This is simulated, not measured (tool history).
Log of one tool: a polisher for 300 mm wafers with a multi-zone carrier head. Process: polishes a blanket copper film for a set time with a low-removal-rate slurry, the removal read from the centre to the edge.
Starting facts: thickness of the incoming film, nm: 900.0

run,hour,flow of slurry (ml/min),pressure of the head's centre zone,pressure of the head's middle zone,pressure of the head's edge zone,abrasive content of the slurry,polishing time (s),film removed at the wafer's centre (angstrom),film removed at mid-radius (angstrom),film removed at the wafer's edge (angstrom)
1,0.0,230,1.00,1.00,1.00,1.00,33,607.80,607.87,619.59
2,7.7,230,1.00,1.00,1.00,0.80,33,582.77,580.21,586.75
3,15.1,230,1.01,1.01,0.97,0.75,30,528.06,529.14,519.42
4,22.2,230,1.01,0.94,0.97,0.75,30,520.22,490.58,517.44
5,24.6,230,1.01,0.94,1.02,0.75,30,523.24,492.77,538.22
6,32.6,230,1.02,0.95,0.99,0.70,28,482.98,464.79,482.62
7,38.8,230,1.03,0.95,0.96,0.65,26,447.93,423.35,443.48
8,45.6,230,1.05,0.97,0.93,0.60,24,427.52,394.08,393.17

Expected results for the next run?
9,50.5,225,1.05,0.98,0.91,0.60,23,?,?,?

film removed at the wafer's centre (angstrom): 398.24
film removed at mid-radius (angstrom): 373.28
film removed at the wafer's edge (angstrom): 369.34
